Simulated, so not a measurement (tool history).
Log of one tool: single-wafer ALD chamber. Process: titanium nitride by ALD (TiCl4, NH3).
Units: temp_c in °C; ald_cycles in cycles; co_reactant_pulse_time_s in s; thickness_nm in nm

run    day  temp_c  ald_cycles  co_reactant_pulse_time_s  thickness_nm
  1      0     375         143                      2.12        2.9422
  2  0.333     375         148                      2.12        3.0337
  3  0.633     370         147                      1.84        2.9496
  4  0.879     370         147                      1.24          2.87
  5  0.929     365         147                      1.24        2.8201
  6  1.242     363         146                      1.24        2.7942
  7  1.508     361         145                       1.2        2.7477
  8  1.725     360         145                      1.19        2.7341
  9  1.938     359         145                      1.19         2.734
 10  2.104     358         145                      1.18        2.7058
 11  2.333     357         145                      1.18        2.7091
 12  2.708     356         145                      1.18         2.687

The next listed run, before its measurement:
 13  3.042     355         145                      1.18             ?

thickness_nm: 2.6817 nm

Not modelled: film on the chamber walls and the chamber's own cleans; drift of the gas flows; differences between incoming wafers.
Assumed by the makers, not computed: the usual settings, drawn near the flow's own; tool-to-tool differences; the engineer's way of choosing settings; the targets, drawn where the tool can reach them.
